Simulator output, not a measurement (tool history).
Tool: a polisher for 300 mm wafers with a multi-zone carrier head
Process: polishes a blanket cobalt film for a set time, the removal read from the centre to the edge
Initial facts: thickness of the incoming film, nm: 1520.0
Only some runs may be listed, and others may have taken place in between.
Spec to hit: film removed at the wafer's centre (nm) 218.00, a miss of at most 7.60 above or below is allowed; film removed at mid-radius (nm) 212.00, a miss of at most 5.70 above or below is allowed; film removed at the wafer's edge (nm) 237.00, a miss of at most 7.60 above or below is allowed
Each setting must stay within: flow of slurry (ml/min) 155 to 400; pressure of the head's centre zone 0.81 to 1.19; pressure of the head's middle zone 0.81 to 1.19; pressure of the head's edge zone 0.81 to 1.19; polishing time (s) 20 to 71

run,hour,flow of slurry (ml/min),pressure of the head's centre zone,pressure of the head's middle zone,pressure of the head's edge zone,polishing time (s),film removed at the wafer's centre (nm),film removed at mid-radius (nm),film removed at the wafer's edge (nm)
1,0.0,255,1.00,1.00,1.00,45,157.94,155.94,157.99
2,8.3,255,1.06,1.00,1.00,45,164.48,160.34,157.24
3,14.7,265,1.05,0.99,1.05,49,180.40,172.85,179.01
4,22.0,295,1.05,0.99,1.05,49,184.44,173.48,183.36
5,30.3,315,1.05,1.01,1.09,51,192.45,186.58,189.70
6,39.2,305,1.03,1.00,1.10,54,197.65,195.16,203.70
7,40.2,310,1.03,0.99,1.12,56,207.07,203.39,211.34
8,46.4,265,0.97,0.90,1.19,63,212.85,205.11,244.26

Next run, 5 choices. One meets every target within its allowed miss, the rest don't. Which?
A,52.6,245,0.96,0.90,1.19,67,?,?,?
B,52.6,285,0.97,0.88,1.19,64,?,?,?
C,52.6,225,0.93,0.88,1.19,64,?,?,?
D,52.6,225,0.94,0.90,1.15,63,?,?,?
E,52.6,285,0.99,0.95,1.16,62,?,?,?

move,film removed at the wafer's centre (nm),film removed at mid-radius (nm),film removed at the wafer's edge (nm)
A,224.50,216.93,257.97
B,222.64,208.37,250.95
C,204.04,200.26,243.68
D,203.05,200.84,235.58
E,220.27,215.12,239.67
A: meets the target for the result that was furthest off, but another lies outside its allowed miss
B: meets the target for the result that was furthest off, but another lies outside its allowed miss
C: misses by more than the last run did
D: misses by more than the last run did
E: every result lands within tolerance
Correct choice: E, which meets every target
